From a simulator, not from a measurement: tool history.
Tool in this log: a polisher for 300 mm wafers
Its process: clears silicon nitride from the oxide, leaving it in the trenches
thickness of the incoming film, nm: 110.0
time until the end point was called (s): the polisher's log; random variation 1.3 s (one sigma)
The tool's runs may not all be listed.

| run | hour | flow of slurry (ml/min) | pressure of the wafer on the pad (kPa) | speed of the pad under the wafer (cm/s) | overpolish time after the end point (s) | time until the end point was called (s) |
|---|---|---|---|---|---|---|
| 1 | 0.0 | 230 | 22.8 | 80 | 25 | 123.790 |
| 2 | 1.9 | 265 | 22.8 | 80 | 25 | 116.430 |
| 3 | 5.0 | 270 | 26.2 | 82 | 25 | 104.590 |
| 4 | 8.1 | 275 | 29.0 | 86 | 25 | 90.081 |
| 5 | 13.4 | 235 | 29.0 | 86 | 25 | 90.072 |
| 6 | 16.0 | 235 | 31.0 | 88 | 25 | 81.233 |
| 7 | 24.8 | 235 | 32.4 | 90 | 25 | 75.363 |

What will run 8 give?
| 8 | 29.5 | 235 | 33.1 | 90 | 25 | ? |

Run 8 came out at time until the end point was called (s) 78.439.

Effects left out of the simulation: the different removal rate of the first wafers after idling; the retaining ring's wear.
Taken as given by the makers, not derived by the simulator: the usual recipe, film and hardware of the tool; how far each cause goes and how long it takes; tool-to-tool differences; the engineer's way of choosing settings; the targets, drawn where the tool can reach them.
